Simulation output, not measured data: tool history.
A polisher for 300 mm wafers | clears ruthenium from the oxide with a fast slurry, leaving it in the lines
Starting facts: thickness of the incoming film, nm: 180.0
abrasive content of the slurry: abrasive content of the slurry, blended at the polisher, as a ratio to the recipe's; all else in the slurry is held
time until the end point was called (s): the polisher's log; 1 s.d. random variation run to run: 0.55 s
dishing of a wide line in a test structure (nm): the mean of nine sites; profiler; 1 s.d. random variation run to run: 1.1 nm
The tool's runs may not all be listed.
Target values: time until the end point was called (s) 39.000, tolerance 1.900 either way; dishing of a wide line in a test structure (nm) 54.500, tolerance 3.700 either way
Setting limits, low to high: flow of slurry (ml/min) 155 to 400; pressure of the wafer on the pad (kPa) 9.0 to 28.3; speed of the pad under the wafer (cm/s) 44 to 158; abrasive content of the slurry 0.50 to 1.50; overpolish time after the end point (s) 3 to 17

run  hour  flow of slurry (ml/min)  pressure of the wafer on the pad (kPa)  speed of the pad under the wafer (cm/s)  abrasive content of the slurry  overpolish time after the end point (s)  time until the end point was called (s)  dishing of a wide line in a test structure (nm)
  1   0.0                      255                                    18.6                                      100                            1.00                                        9                                   39.056                                           36.537
  2   3.9                      255                                    18.6                                       74                            1.00                                        9                                   52.243                                           27.376
  3   9.2                      195                                    18.6                                       74                            1.00                                        9                                   53.868                                           27.015
  4   9.7                      165                                    18.6                                       74                            1.00                                        9                                   55.402                                           26.879
  5  10.9                      165                                    18.6                                       74                            1.15                                        9                                   50.486                                           28.667
  6  13.8                      165                                    19.3                                       74                            1.15                                        9                                   48.055                                           30.392
  7  17.2                      165                                    23.4                                       74                            1.15                                       13                                   42.651                                           46.305
  8  25.8                      165                                    23.4                                       74                            1.15                                       13                                   43.508                                           46.542
  9  31.7                      170                                    24.8                                       74                            1.15                                       13                                   40.218                                           49.541
 10  36.0                      170                                    25.5                                       74                            1.15                                       13                                   40.954                                           50.972

Pick the move, out of 5, that brings all results within their allowed miss; only one does.
  A  40.3                      155                                    25.5                                       64                            1.20                                       16                                        ?                                                ?
  B  40.3                      185                                    27.6                                       74                            1.15                                       12                                        ?                                                ?
  C  40.3                      170                                    26.9                                       66                            1.10                                       15                                        ?                                                ?
  D  40.3                      215                                    20.7                                       84                            1.20                                       14                                        ?                                                ?
  E  40.3                      180                                    24.1                                       72                            1.15                                       14                                        ?                                                ?

move  time until the end point was called (s)  dishing of a wide line in a test structure (nm)
   A                                   45.215                                           52.786
   B                                   36.698                                           49.178
   C                                   43.511                                           51.568
   D                                   38.471                                           54.120
   E                                   41.925                                           50.115
A: the biggest miss grows against the last run
B: the result that was furthest off in the last run now lies on the other side of its target
C: the biggest miss grows against the last run
D: all results in spec
E: the biggest miss grows against the last run
Answer: D
